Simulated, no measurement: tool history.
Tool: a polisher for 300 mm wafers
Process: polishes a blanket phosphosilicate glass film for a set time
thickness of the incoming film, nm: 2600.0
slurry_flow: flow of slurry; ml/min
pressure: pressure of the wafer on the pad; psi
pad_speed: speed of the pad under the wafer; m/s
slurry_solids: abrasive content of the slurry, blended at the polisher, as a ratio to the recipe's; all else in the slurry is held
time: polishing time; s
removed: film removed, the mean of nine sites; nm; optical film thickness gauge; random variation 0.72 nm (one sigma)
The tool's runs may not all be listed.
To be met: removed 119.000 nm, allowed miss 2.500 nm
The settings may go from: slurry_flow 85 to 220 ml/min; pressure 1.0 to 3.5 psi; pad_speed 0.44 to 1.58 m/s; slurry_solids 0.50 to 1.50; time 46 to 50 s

run 1 day=0.000 | slurry_flow=140 pressure=2.2 pad_speed=1.00 slurry_solids=1.00 time=50 | removed=273.470
run 2 day=0.296 | slurry_flow=135 pressure=2.0 pad_speed=0.96 slurry_solids=1.00 time=50 | removed=238.680
run 3 day=0.421 | slurry_flow=130 pressure=1.8 pad_speed=0.92 slurry_solids=1.00 time=50 | removed=205.570
run 4 day=0.779 | slurry_flow=130 pressure=1.8 pad_speed=0.92 slurry_solids=1.10 time=50 | removed=219.830
run 5 day=0.833 | slurry_flow=125 pressure=1.7 pad_speed=0.88 slurry_solids=1.10 time=50 | removed=198.590
run 6 day=1.204 | slurry_flow=120 pressure=1.6 pad_speed=0.86 slurry_solids=1.10 time=50 | removed=183.380
run 7 day=1.329 | slurry_flow=115 pressure=1.5 pad_speed=0.84 slurry_solids=1.10 time=50 | removed=165.320
run 8 day=1.571 | slurry_flow=110 pressure=1.4 pad_speed=0.84 slurry_solids=1.10 time=50 | removed=153.400
run 9 day=1.808 | slurry_flow=105 pressure=1.4 pad_speed=0.84 slurry_solids=1.10 time=50 | removed=150.300
run 10 day=1.879 | slurry_flow=85 pressure=1.0 pad_speed=0.80 slurry_solids=1.10 time=50 | removed=99.356

Which of these 5 next moves meets every target?
run A day=1.950 | slurry_flow=85 pressure=1.1 pad_speed=0.96 slurry_solids=1.00 time=46 | removed=?
run B day=1.950 | slurry_flow=85 pressure=1.2 pad_speed=0.90 slurry_solids=1.15 time=50 | removed=?
run C day=1.950 | slurry_flow=85 pressure=1.1 pad_speed=0.72 slurry_solids=1.50 time=50 | removed=?
run D day=1.950 | slurry_flow=100 pressure=1.1 pad_speed=0.78 slurry_solids=1.10 time=50 | removed=?
run E day=1.950 | slurry_flow=105 pressure=1.1 pad_speed=0.80 slurry_solids=1.15 time=50 | removed=?

move=A removed=109.960
move=B removed=132.500
move=C removed=114.630
move=D removed=112.290
move=E removed=118.810
A: nearer than the last run, and not there yet
B: takes the result that was furthest off past its target
C: nearer than the last run, and not there yet
D: nearer than the last run, and not there yet
E: meets every target
Move E is the one to make.
